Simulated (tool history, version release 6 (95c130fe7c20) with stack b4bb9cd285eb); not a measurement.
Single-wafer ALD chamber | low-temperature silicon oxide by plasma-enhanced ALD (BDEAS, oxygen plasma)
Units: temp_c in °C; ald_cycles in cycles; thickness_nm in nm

run	hour	temp_c	ald_cycles	thickness_nm
1	0	120	30	3.6557
2	1.6	117	31	3.8185
3	10.2	113	31	3.832
4	17.9	111	32	3.968
5	25.5	109	32	3.9925
6	34.5	114	32	3.9788
7	37.8	113	32	3.9773

Run 8 comes next. What will it give?
8	43.5	111	32	?

Run 8 gave thickness_nm 4.0017 nm.

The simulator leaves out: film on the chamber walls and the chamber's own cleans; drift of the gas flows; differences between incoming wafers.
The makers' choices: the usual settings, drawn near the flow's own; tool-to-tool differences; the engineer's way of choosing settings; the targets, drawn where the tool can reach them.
